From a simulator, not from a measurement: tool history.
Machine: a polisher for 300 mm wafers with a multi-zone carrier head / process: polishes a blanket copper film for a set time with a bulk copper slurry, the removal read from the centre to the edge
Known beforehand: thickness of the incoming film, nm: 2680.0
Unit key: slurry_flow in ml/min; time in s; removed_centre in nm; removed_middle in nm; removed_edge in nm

run	hour	slurry_flow	centre_zone	middle_zone	edge_zone	slurry_solids	time	removed_centre	removed_middle	removed_edge
1	0.0	210	1.00	1.00	1.00	1.00	70	479.28	484.84	464.60
2	4.4	185	1.00	1.00	1.00	1.00	70	472.35	473.41	463.75
3	6.5	140	1.00	1.00	1.00	1.00	70	432.46	453.31	446.21
4	13.7	140	1.07	1.00	1.00	1.00	70	459.44	436.53	447.29
5	15.8	155	1.05	1.01	0.97	0.90	64	428.47	411.66	397.81
6	19.1	155	1.05	0.95	0.97	0.90	64	423.00	390.58	397.43
7	21.9	160	1.02	0.96	0.94	0.80	60	375.56	358.84	363.25
8	25.4	175	1.05	1.06	0.84	0.55	43	254.73	255.18	222.08
9	27.5	190	1.06	1.08	0.88	0.60	43	265.22	268.68	235.08
10	33.1	200	1.07	1.10	0.90	0.65	43	278.00	292.03	245.73
11	38.9	210	1.07	1.10	0.92	0.65	43	278.40	278.55	254.88

What will run 12 give?
12	45.2	220	1.08	1.18	0.91	0.85	44	?	?	?

removed_centre: 315.63 nm
removed_middle: 335.94 nm
removed_edge: 274.04 nm

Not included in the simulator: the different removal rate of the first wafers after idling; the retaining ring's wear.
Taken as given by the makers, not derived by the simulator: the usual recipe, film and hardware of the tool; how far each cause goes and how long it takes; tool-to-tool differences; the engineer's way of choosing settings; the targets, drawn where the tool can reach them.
